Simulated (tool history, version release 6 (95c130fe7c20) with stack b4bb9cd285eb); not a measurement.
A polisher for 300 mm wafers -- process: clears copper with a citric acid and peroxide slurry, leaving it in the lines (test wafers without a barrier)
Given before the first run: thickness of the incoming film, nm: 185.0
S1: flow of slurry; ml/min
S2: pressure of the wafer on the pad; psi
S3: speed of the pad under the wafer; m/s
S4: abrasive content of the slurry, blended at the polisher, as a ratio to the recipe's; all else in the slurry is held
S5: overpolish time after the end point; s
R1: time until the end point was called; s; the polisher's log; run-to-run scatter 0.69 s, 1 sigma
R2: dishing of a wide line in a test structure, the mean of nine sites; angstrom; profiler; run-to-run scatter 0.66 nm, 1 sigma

Run 1, day 0: S1 260 ml/min, S2 3.5 psi, S3 0.84 m/s, S4 1, S5 17 s. Result: R1 72.508 s, R2 275.98 angstrom.
Run 2, day 0.154: S1 260 ml/min, S2 3.5 psi, S3 0.84 m/s, S4 1.2, S5 17 s. Result: R1 71.394 s, R2 282.84 angstrom.
Run 3, day 0.525: S1 260 ml/min, S2 3.5 psi, S3 0.84 m/s, S4 1.2, S5 18 s. Result: R1 72.871 s, R2 305.53 angstrom.
Run 4, day 0.746: S1 260 ml/min, S2 3.2 psi, S3 0.84 m/s, S4 1.2, S5 18 s. Result: R1 77.355 s, R2 275.46 angstrom.
Run 5, day 1.1: S1 260 ml/min, S2 3.2 psi, S3 1.02 m/s, S4 1.2, S5 18 s. Result: R1 69.14 s, R2 308.56 angstrom.
Run 6, day 1.433: S1 260 ml/min, S2 3.2 psi, S3 0.92 m/s, S4 1.2, S5 18 s. Result: R1 73.61 s, R2 284.35 angstrom.
Run 7, day 1.675: S1 260 ml/min, S2 3.2 psi, S3 0.92 m/s, S4 1.2, S5 19 s. Result: R1 74.469 s, R2 299.38 angstrom.

For run 8, what comes out?
Run 8, day 1.779: S1 260 ml/min, S2 3.2 psi, S3 0.92 m/s, S4 1.2, S5 20 s. Result: R1 ?, R2 ?.

R1: 72.974 s
R2: 313.7 angstrom

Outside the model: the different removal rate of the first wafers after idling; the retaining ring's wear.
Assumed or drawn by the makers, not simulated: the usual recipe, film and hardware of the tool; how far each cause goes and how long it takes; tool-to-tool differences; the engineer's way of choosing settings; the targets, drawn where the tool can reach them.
